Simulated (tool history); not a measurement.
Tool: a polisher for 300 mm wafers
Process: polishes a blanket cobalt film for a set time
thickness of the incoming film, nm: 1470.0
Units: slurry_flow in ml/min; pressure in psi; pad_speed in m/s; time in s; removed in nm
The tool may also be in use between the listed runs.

run  hour  slurry_flow  pressure  pad_speed  time  removed
  1   0.0          275       2.2       1.20    64   492.91
  2   3.8          275       2.4       1.20    64   543.15
  3   7.6          245       2.4       1.20    64   539.26
  4  10.5          245       2.4       0.96    64   430.41
  5  17.3          245       2.7       0.96    64   477.41
  6  18.1          285       2.7       0.96    64   497.31
  7  19.5          290       2.9       0.96    64   533.88
  8  25.6          290       3.1       0.96    64   562.93

Run 9 comes next. What will it give?
  9  30.6          290       3.2       0.98    64        ?

removed: 600.84 nm

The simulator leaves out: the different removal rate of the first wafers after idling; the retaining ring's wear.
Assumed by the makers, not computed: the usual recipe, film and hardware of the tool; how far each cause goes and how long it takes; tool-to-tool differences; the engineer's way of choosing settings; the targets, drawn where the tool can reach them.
